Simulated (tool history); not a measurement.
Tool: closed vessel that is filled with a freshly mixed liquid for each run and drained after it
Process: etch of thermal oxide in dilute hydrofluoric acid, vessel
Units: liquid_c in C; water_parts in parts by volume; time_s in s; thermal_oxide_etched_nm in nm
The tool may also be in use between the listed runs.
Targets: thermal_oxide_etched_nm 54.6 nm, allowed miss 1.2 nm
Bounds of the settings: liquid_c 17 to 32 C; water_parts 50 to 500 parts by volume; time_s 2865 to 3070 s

{"run": 1, "day": 0.0, "liquid_c": 24, "water_parts": 275, "time_s": 2865, "thermal_oxide_etched_nm": 40.126}
{"run": 2, "day": 0.3, "liquid_c": 21.5, "water_parts": 275, "time_s": 2865, "thermal_oxide_etched_nm": 36.409}
{"run": 3, "day": 0.546, "liquid_c": 24.5, "water_parts": 275, "time_s": 2865, "thermal_oxide_etched_nm": 40.581}
{"run": 4, "day": 0.667, "liquid_c": 24.5, "water_parts": 275, "time_s": 3070, "thermal_oxide_etched_nm": 43.535}
{"run": 5, "day": 0.817, "liquid_c": 24.5, "water_parts": 275, "time_s": 3070, "thermal_oxide_etched_nm": 43.583}
{"run": 6, "day": 0.992, "liquid_c": 22.5, "water_parts": 275, "time_s": 3070, "thermal_oxide_etched_nm": 40.911}
{"run": 7, "day": 1.1, "liquid_c": 23.5, "water_parts": 275, "time_s": 3070, "thermal_oxide_etched_nm": 42.345}
{"run": 8, "day": 1.412, "liquid_c": 24.5, "water_parts": 275, "time_s": 3070, "thermal_oxide_etched_nm": 43.748}
{"run": 9, "day": 1.675, "liquid_c": 25.5, "water_parts": 275, "time_s": 3070, "thermal_oxide_etched_nm": 44.955}
{"run": 10, "day": 1.892, "liquid_c": 26.5, "water_parts": 275, "time_s": 3070, "thermal_oxide_etched_nm": 46.69}
{"run": 11, "day": 2.021, "liquid_c": 27, "water_parts": 275, "time_s": 3070, "thermal_oxide_etched_nm": 47.619}
{"run": 12, "day": 2.192, "liquid_c": 27.5, "water_parts": 275, "time_s": 3070, "thermal_oxide_etched_nm": 48.768}
{"run": 13, "day": 2.375, "liquid_c": 28, "water_parts": 275, "time_s": 3070, "thermal_oxide_etched_nm": 49.538}
{"run": 14, "day": 2.442, "liquid_c": 28.5, "water_parts": 275, "time_s": 3070, "thermal_oxide_etched_nm": 50.439}
{"run": 15, "day": 2.638, "liquid_c": 28.5, "water_parts": 275, "time_s": 3070, "thermal_oxide_etched_nm": 50.602}
{"run": 16, "day": 2.962, "liquid_c": 29, "water_parts": 275, "time_s": 3070, "thermal_oxide_etched_nm": 51.381}

Which of these 5 next moves meets every target?
{"run": "A", "day": 3.288, "liquid_c": 29, "water_parts": 265, "time_s": 2905, "thermal_oxide_etched_nm": "?"}
{"run": "B", "day": 3.288, "liquid_c": 29, "water_parts": 265, "time_s": 3025, "thermal_oxide_etched_nm": "?"}
{"run": "C", "day": 3.288, "liquid_c": 26.5, "water_parts": 250, "time_s": 3035, "thermal_oxide_etched_nm": "?"}
{"run": "D", "day": 3.288, "liquid_c": 29.5, "water_parts": 265, "time_s": 3070, "thermal_oxide_etched_nm": "?"}
{"run": "E", "day": 3.288, "liquid_c": 29.5, "water_parts": 285, "time_s": 3000, "thermal_oxide_etched_nm": "?"}

move=A thermal_oxide_etched_nm=50.679
move=B thermal_oxide_etched_nm=52.773
move=C thermal_oxide_etched_nm=52.272
move=D thermal_oxide_etched_nm=54.476
move=E thermal_oxide_etched_nm=48.443
A: further off than the last run
B: nearer than the last run, and not there yet
C: nearer than the last run, and not there yet
D: meets every target
E: further off than the last run
Move D is the one to make.

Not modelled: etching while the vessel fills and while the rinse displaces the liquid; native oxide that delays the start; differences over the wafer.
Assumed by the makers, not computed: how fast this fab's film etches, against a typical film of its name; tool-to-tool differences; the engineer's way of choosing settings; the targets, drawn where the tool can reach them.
